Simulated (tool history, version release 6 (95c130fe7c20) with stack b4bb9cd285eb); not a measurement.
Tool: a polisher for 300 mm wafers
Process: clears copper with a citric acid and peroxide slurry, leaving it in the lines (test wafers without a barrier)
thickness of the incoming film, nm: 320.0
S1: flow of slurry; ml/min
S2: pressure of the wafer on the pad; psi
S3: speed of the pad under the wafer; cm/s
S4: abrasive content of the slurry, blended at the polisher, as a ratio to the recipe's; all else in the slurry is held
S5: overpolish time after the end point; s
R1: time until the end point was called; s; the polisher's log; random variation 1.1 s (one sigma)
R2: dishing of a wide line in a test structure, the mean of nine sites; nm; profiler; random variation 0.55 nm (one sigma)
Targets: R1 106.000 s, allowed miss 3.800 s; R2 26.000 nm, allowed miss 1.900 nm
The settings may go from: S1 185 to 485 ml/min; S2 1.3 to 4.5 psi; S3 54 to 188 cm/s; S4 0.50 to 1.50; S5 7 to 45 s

run,hour,S1,S2,S3,S4,S5,R1,R2
1,0.0,310,2.9,120,1.00,23,138.140,27.819
2,0.8,310,2.9,120,0.90,23,141.960,26.643
3,8.8,310,3.3,120,0.90,23,121.850,31.184
4,11.4,355,3.3,120,0.90,23,121.470,30.829
5,14.6,355,3.3,144,0.90,23,107.440,34.347
6,20.3,355,3.6,144,0.90,23,99.546,37.009
7,21.9,355,3.5,144,0.90,21,102.620,33.994
8,27.2,355,3.5,144,0.90,19,103.520,31.151
9,31.2,355,3.5,144,0.90,18,102.340,28.717

Which of these 4 next moves meets every target?
A,35.2,370,3.6,144,1.00,19,?,?
B,35.2,365,3.6,150,0.65,22,?,?
C,35.2,255,4.5,124,0.70,14,?,?
D,35.2,350,3.8,122,0.90,16,?,?

move,R1,R2
A,96.656,33.324
B,104.200,35.238
C,96.966,26.112
D,106.460,26.848
A: further off than the last run
B: further off than the last run
C: brings the result that was furthest off to its target, and leaves another outside
D: meets every target
Move D is the one to make.
